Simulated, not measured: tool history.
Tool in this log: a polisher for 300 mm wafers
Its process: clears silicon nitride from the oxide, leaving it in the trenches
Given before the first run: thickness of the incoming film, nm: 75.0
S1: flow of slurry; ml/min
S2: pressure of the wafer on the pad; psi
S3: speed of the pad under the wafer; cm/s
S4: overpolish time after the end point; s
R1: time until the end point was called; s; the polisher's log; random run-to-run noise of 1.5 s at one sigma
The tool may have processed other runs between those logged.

{"run": 1, "hour": 0.0, "S1": 145, "S2": 1.9, "S3": 82, "S4": 21, "R1": 149.59}
{"run": 2, "hour": 6.0, "S1": 145, "S2": 2.0, "S3": 82, "S4": 21, "R1": 142.42}
{"run": 3, "hour": 12.6, "S1": 145, "S2": 2.1, "S3": 82, "S4": 21, "R1": 133.86}
{"run": 4, "hour": 21.0, "S1": 145, "S2": 2.2, "S3": 82, "S4": 21, "R1": 133.52}
{"run": 5, "hour": 28.4, "S1": 145, "S2": 2.2, "S3": 70, "S4": 21, "R1": 151.03}
{"run": 6, "hour": 36.2, "S1": 145, "S2": 1.9, "S3": 70, "S4": 21, "R1": 176.94}
{"run": 7, "hour": 42.1, "S1": 145, "S2": 2.0, "S3": 70, "S4": 21, "R1": 168.07}
{"run": 8, "hour": 49.7, "S1": 145, "S2": 2.1, "S3": 70, "S4": 21, "R1": 157.63}

What does the tool deliver on the next run?
{"run": 9, "hour": 52.7, "S1": 145, "S2": 2.2, "S3": 70, "S4": 21, "R1": "?"}

For run 9 the tool returned R1 153.19 s.
